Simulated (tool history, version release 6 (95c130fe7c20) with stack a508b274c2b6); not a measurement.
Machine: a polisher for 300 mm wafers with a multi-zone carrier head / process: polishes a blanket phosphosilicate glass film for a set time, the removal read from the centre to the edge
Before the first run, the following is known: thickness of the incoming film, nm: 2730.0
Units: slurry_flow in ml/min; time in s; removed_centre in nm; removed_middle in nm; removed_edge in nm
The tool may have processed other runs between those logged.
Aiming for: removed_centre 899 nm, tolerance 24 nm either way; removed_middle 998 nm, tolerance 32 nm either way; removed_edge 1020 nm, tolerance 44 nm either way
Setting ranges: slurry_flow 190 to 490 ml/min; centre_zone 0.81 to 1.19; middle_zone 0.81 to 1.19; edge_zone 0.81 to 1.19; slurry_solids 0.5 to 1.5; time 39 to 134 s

{"run": 1, "hour": 0.0, "slurry_flow": 315, "centre_zone": 1, "middle_zone": 1, "edge_zone": 1, "slurry_solids": 1, "time": 86, "removed_centre": 792.09, "removed_middle": 776.43, "removed_edge": 807.63}
{"run": 2, "hour": 6.6, "slurry_flow": 315, "centre_zone": 1, "middle_zone": 1.02, "edge_zone": 1.02, "slurry_solids": 1.05, "time": 86, "removed_centre": 795.06, "removed_middle": 809.01, "removed_edge": 818.21}
{"run": 3, "hour": 8.7, "slurry_flow": 315, "centre_zone": 1, "middle_zone": 1.02, "edge_zone": 1.04, "slurry_solids": 1.1, "time": 86, "removed_centre": 823.49, "removed_middle": 828.85, "removed_edge": 855.56}
{"run": 4, "hour": 16.5, "slurry_flow": 315, "centre_zone": 1, "middle_zone": 0.98, "edge_zone": 1.04, "slurry_solids": 1.1, "time": 86, "removed_centre": 816.91, "removed_middle": 802.88, "removed_edge": 852.12}
{"run": 5, "hour": 18.7, "slurry_flow": 315, "centre_zone": 1, "middle_zone": 0.99, "edge_zone": 1.06, "slurry_solids": 1.15, "time": 86, "removed_centre": 838.25, "removed_middle": 827.22, "removed_edge": 850.95}
{"run": 6, "hour": 26.4, "slurry_flow": 310, "centre_zone": 0.98, "middle_zone": 0.98, "edge_zone": 1.07, "slurry_solids": 1.2, "time": 87, "removed_centre": 827.86, "removed_middle": 835.67, "removed_edge": 893.19}
{"run": 7, "hour": 32.6, "slurry_flow": 310, "centre_zone": 0.98, "middle_zone": 0.99, "edge_zone": 1.08, "slurry_solids": 1.25, "time": 87, "removed_centre": 859, "removed_middle": 841, "removed_edge": 921.31}
{"run": 8, "hour": 35.5, "slurry_flow": 315, "centre_zone": 0.97, "middle_zone": 1.02, "edge_zone": 1.09, "slurry_solids": 1.25, "time": 87, "removed_centre": 846.14, "removed_middle": 879.41, "removed_edge": 932.91}
{"run": 9, "hour": 39.6, "slurry_flow": 325, "centre_zone": 0.97, "middle_zone": 1.03, "edge_zone": 1.1, "slurry_solids": 1.25, "time": 87, "removed_centre": 845.68, "removed_middle": 882.41, "removed_edge": 925.77}
{"run": 10, "hour": 43.9, "slurry_flow": 325, "centre_zone": 0.97, "middle_zone": 1.03, "edge_zone": 1.1, "slurry_solids": 1.25, "time": 87, "removed_centre": 842.91, "removed_middle": 894.26, "removed_edge": 918.04}
{"run": 11, "hour": 48.0, "slurry_flow": 320, "centre_zone": 0.97, "middle_zone": 1.04, "edge_zone": 1.1, "slurry_solids": 1.3, "time": 87, "removed_centre": 851.17, "removed_middle": 911.07, "removed_edge": 930.94}
{"run": 12, "hour": 52.7, "slurry_flow": 325, "centre_zone": 0.97, "middle_zone": 1.04, "edge_zone": 1.11, "slurry_solids": 1.35, "time": 87, "removed_centre": 876.35, "removed_middle": 904.14, "removed_edge": 944.7}
{"run": 13, "hour": 59.3, "slurry_flow": 325, "centre_zone": 0.96, "middle_zone": 1.05, "edge_zone": 1.12, "slurry_solids": 1.35, "time": 87, "removed_centre": 866.75, "removed_middle": 912.83, "removed_edge": 920.7}
{"run": 14, "hour": 61.0, "slurry_flow": 320, "centre_zone": 0.95, "middle_zone": 1.05, "edge_zone": 1.12, "slurry_solids": 1.35, "time": 88, "removed_centre": 860.22, "removed_middle": 942.66, "removed_edge": 973.81}
{"run": 15, "hour": 68.1, "slurry_flow": 315, "centre_zone": 0.95, "middle_zone": 1.06, "edge_zone": 1.12, "slurry_solids": 1.4, "time": 88, "removed_centre": 863.29, "removed_middle": 952.29, "removed_edge": 960.42}

Consider the 4 candidate settings below. Which is the only one whose results all fall within their allowed miss of target?
{"run": "A", "hour": 75.2, "slurry_flow": 295, "centre_zone": 1, "middle_zone": 1.03, "edge_zone": 1.11, "slurry_solids": 1.3, "time": 91, "removed_centre": "?", "removed_middle": "?", "removed_edge": "?"}
{"run": "B", "hour": 75.2, "slurry_flow": 285, "centre_zone": 0.9, "middle_zone": 1.1, "edge_zone": 1.19, "slurry_solids": 1.35, "time": 91, "removed_centre": "?", "removed_middle": "?", "removed_edge": "?"}
{"run": "C", "hour": 75.2, "slurry_flow": 375, "centre_zone": 0.96, "middle_zone": 1.09, "edge_zone": 1.19, "slurry_solids": 1.5, "time": 87, "removed_centre": "?", "removed_middle": "?", "removed_edge": "?"}
{"run": "D", "hour": 75.2, "slurry_flow": 360, "centre_zone": 1.02, "middle_zone": 1.08, "edge_zone": 1.04, "slurry_solids": 1.45, "time": 80, "removed_centre": "?", "removed_middle": "?", "removed_edge": "?"}

move=A removed_centre=919 removed_middle=925.43 removed_edge=959.74
move=B removed_centre=833.79 removed_middle=987.9 removed_edge=994.12
move=C removed_centre=907.01 removed_middle=995.99 removed_edge=1004.2
move=D removed_centre=873.51 removed_middle=895.53 removed_edge=866.62
A: brings the result that was furthest off to its target, and leaves another outside
B: further off than the last run
C: meets every target
D: further off than the last run
So the answer is move C, the one that meets all the targets.

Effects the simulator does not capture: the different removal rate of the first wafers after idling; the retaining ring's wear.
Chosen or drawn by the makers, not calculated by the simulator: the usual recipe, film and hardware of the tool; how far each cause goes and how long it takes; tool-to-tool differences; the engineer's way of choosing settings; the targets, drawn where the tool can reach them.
